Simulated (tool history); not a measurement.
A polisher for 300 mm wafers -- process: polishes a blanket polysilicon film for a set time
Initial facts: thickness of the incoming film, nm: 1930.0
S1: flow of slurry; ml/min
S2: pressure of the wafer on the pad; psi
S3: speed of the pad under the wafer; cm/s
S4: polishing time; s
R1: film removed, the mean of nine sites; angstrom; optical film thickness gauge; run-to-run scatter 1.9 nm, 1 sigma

| run | hour | S1 | S2 | S3 | S4 | R1 |
|---|---|---|---|---|---|---|
| 1 | 0 | 190 | 1.9 | 96 | 53 | 2851.8 |
| 2 | 5.8 | 190 | 1.9 | 96 | 53 | 2845.5 |
| 3 | 10.4 | 190 | 1.7 | 96 | 53 | 2528.9 |
| 4 | 19.2 | 190 | 1.6 | 96 | 53 | 2394.3 |
| 5 | 23.9 | 150 | 1.6 | 96 | 53 | 2271.5 |
| 6 | 27.6 | 145 | 1.5 | 96 | 53 | 2122.3 |
| 7 | 30.2 | 140 | 1.5 | 96 | 53 | 2146.5 |
| 8 | 36.1 | 140 | 1.2 | 96 | 53 | 1711 |
| 9 | 41.4 | 145 | 1.2 | 96 | 53 | 1740.5 |
| 10 | 46.9 | 150 | 1.2 | 96 | 53 | 1746.8 |
| 11 | 54 | 155 | 1.2 | 96 | 53 | 1743.2 |
| 12 | 56.8 | 160 | 1.2 | 96 | 53 | 1763.1 |
| 13 | 57.8 | 165 | 1.2 | 96 | 53 | 1794.3 |
| 14 | 65.4 | 170 | 1.2 | 96 | 53 | 1797.2 |
| 15 | 66.2 | 175 | 1.2 | 96 | 53 | 1779 |
| 16 | 69.8 | 180 | 1.2 | 96 | 53 | 1819.7 |
| 17 | 71.6 | 185 | 1.2 | 96 | 53 | 1809.9 |
| 18 | 74.5 | 190 | 1.2 | 96 | 53 | 1811.2 |
|  | 80.9 | head pressure recalibrated |
| 19 | 80.9 | 195 | 1.3 | 96 | 53 | 1782 |
| 20 | 89.2 | 190 | 1.3 | 96 | 53 | 1797.4 |

Forecast run 21:
| 21 | 98.1 | 185 | 1.3 | 96 | 53 | ? |

R1: 1769.2 angstrom
